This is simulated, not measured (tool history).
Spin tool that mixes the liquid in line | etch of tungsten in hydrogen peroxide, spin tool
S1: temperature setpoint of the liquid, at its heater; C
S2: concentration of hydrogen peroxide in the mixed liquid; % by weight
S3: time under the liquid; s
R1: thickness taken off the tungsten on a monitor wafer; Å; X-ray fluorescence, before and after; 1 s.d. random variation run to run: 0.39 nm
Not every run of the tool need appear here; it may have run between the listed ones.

run 1 hour=0 | S1=47 S2=20 S3=55 | R1=701.34
run 2 hour=7.5 | S1=47 S2=24 S3=55 | R1=784.19
run 3 hour=12.4 | S1=44 S2=24 S3=55 | R1=650.09
run 4 hour=18.7 | S1=42 S2=24 S3=55 | R1=570.03
run 5 hour=20.2 | S1=40.5 S2=24 S3=55 | R1=524.95
run 6 hour=21.4 | S1=40.5 S2=24 S3=60 | R1=563.35
run 7 hour=26.2 | S1=39 S2=24 S3=60 | R1=510.61
run 8 hour=31.5 | S1=38 S2=24 S3=60 | R1=471.7

Run 9 is up next; what results do you expect?
run 9 hour=37.1 | S1=37.5 S2=24 S3=60 | R1=?

{"run 9": {"R1": 466.48}}
